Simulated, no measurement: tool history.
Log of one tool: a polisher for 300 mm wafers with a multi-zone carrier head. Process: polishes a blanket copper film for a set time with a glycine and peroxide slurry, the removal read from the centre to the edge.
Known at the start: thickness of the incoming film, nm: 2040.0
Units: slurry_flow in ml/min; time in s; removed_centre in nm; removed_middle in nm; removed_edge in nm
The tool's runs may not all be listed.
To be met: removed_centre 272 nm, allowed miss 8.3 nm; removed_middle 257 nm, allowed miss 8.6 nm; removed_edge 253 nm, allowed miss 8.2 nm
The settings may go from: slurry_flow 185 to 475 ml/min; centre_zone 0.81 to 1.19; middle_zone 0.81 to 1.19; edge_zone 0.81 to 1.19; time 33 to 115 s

run 1 hour=0 | slurry_flow=305 centre_zone=1 middle_zone=1 edge_zone=1 time=73 | removed_centre=333.57 removed_middle=335.36 removed_edge=338.11
run 2 hour=6 | slurry_flow=305 centre_zone=0.93 middle_zone=1 edge_zone=1 time=73 | removed_centre=306.13 removed_middle=332.74 removed_edge=334.9
run 3 hour=13.1 | slurry_flow=305 centre_zone=0.93 middle_zone=1.08 edge_zone=1 time=73 | removed_centre=310.78 removed_middle=361.92 removed_edge=334.81
run 4 hour=18.2 | slurry_flow=310 centre_zone=0.95 middle_zone=1.05 edge_zone=0.97 time=69 | removed_centre=297.28 removed_middle=330.64 removed_edge=312.63
run 5 hour=25.8 | slurry_flow=310 centre_zone=0.97 middle_zone=1.03 edge_zone=0.94 time=67 | removed_centre=296.35 removed_middle=321.58 removed_edge=301.3
run 6 hour=28 | slurry_flow=310 centre_zone=0.97 middle_zone=1.07 edge_zone=0.94 time=67 | removed_centre=298.96 removed_middle=330.11 removed_edge=303.82
run 7 hour=35 | slurry_flow=310 centre_zone=0.98 middle_zone=1.04 edge_zone=0.92 time=65 | removed_centre=287.19 removed_middle=314.56 removed_edge=292.44
run 8 hour=41.4 | slurry_flow=310 centre_zone=1 middle_zone=1.02 edge_zone=0.91 time=63 | removed_centre=287.91 removed_middle=302.11 removed_edge=273.02
run 9 hour=42.2 | slurry_flow=270 centre_zone=0.97 middle_zone=0.92 edge_zone=0.92 time=61 | removed_centre=265.95 removed_middle=257.51 removed_edge=267
run 10 hour=49.3 | slurry_flow=270 centre_zone=0.98 middle_zone=0.92 edge_zone=0.9 time=61 | removed_centre=267.25 removed_middle=262.51 removed_edge=264.2
run 11 hour=52.3 | slurry_flow=270 centre_zone=0.99 middle_zone=0.91 edge_zone=0.89 time=61 | removed_centre=265.78 removed_middle=255.65 removed_edge=261.48
run 12 hour=56.2 | slurry_flow=270 centre_zone=1 middle_zone=0.91 edge_zone=0.88 time=61 | removed_centre=270.92 removed_middle=255.07 removed_edge=262.26
run 13 hour=57.1 | slurry_flow=270 centre_zone=1 middle_zone=0.91 edge_zone=0.87 time=61 | removed_centre=276.15 removed_middle=255.74 removed_edge=260.37

4 next moves are on the table. One of them brings every result within its allowed miss. Which?
run A hour=58 | slurry_flow=285 centre_zone=1.08 middle_zone=0.92 edge_zone=0.81 time=60 | removed_centre=? removed_middle=? removed_edge=?
run B hour=58 | slurry_flow=220 centre_zone=1.02 middle_zone=0.93 edge_zone=0.83 time=62 | removed_centre=? removed_middle=? removed_edge=?
run C hour=58 | slurry_flow=275 centre_zone=1.02 middle_zone=0.88 edge_zone=0.92 time=61 | removed_centre=? removed_middle=? removed_edge=?
run D hour=58 | slurry_flow=295 centre_zone=0.96 middle_zone=0.88 edge_zone=0.87 time=62 | removed_centre=? removed_middle=? removed_edge=?

move=A removed_centre=291.79 removed_middle=258.71 removed_edge=246.95
move=B removed_centre=273.92 removed_middle=260.35 removed_edge=251.24
move=C removed_centre=278.7 removed_middle=253.56 removed_edge=265.15
move=D removed_centre=268.86 removed_middle=259.9 removed_edge=264.3
A: brings the result that was furthest off to its target, and leaves another outside
B: meets every target
C: further off than the last run
D: further off than the last run
Answer: B
